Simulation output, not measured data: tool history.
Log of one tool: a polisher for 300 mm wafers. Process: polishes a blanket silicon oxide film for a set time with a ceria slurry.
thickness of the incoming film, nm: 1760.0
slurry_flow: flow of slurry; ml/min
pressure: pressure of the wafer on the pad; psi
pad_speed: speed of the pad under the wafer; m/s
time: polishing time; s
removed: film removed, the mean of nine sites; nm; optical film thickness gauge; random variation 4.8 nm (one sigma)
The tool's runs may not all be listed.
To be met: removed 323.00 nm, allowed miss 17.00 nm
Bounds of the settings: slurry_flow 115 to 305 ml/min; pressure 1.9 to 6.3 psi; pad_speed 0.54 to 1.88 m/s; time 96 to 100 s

Run 1, hour 0.0: slurry_flow 195 ml/min, pressure 4.1 psi, pad_speed 1.20 m/s, time 96 s. Result: removed 643.62 nm.
Run 2, hour 3.5: slurry_flow 195 ml/min, pressure 4.9 psi, pad_speed 1.20 m/s, time 96 s. Result: removed 782.21 nm.
Run 3, hour 8.9: slurry_flow 195 ml/min, pressure 4.9 psi, pad_speed 1.50 m/s, time 96 s. Result: removed 1001.10 nm.
Run 4, hour 13.2: slurry_flow 160 ml/min, pressure 4.9 psi, pad_speed 1.50 m/s, time 96 s. Result: removed 926.80 nm.
Run 5, hour 14.7: slurry_flow 190 ml/min, pressure 4.9 psi, pad_speed 1.50 m/s, time 96 s. Result: removed 973.66 nm.
Run 6, hour 19.6: slurry_flow 190 ml/min, pressure 4.9 psi, pad_speed 1.50 m/s, time 100 s. Result: removed 1017.20 nm.
Run 7, hour 22.4: slurry_flow 185 ml/min, pressure 4.5 psi, pad_speed 1.44 m/s, time 100 s. Result: removed 870.92 nm.
Run 8, hour 25.7: slurry_flow 180 ml/min, pressure 4.2 psi, pad_speed 1.40 m/s, time 100 s. Result: removed 779.97 nm.

5 next moves are on the table. One of them brings every result within its allowed miss. Which?
Run A, hour 29.0: slurry_flow 155 ml/min, pressure 1.9 psi, pad_speed 0.66 m/s, time 96 s. Result: removed ?.
Run B, hour 29.0: slurry_flow 160 ml/min, pressure 2.8 psi, pad_speed 0.54 m/s, time 96 s. Result: removed ?.
Run C, hour 29.0: slurry_flow 250 ml/min, pressure 2.9 psi, pad_speed 0.90 m/s, time 96 s. Result: removed ?.
Run D, hour 29.0: slurry_flow 140 ml/min, pressure 3.2 psi, pad_speed 1.24 m/s, time 96 s. Result: removed ?.
Run E, hour 29.0: slurry_flow 170 ml/min, pressure 2.5 psi, pad_speed 0.96 m/s, time 96 s. Result: removed ?.

move  removed
   A   167.63
   B   201.61
   C   361.51
   D   493.56
   E   316.09
A: takes the result that was furthest off past its target
B: takes the result that was furthest off past its target
C: nearer than the last run, and not there yet
D: nearer than the last run, and not there yet
E: meets every target
Move E is the one to make.
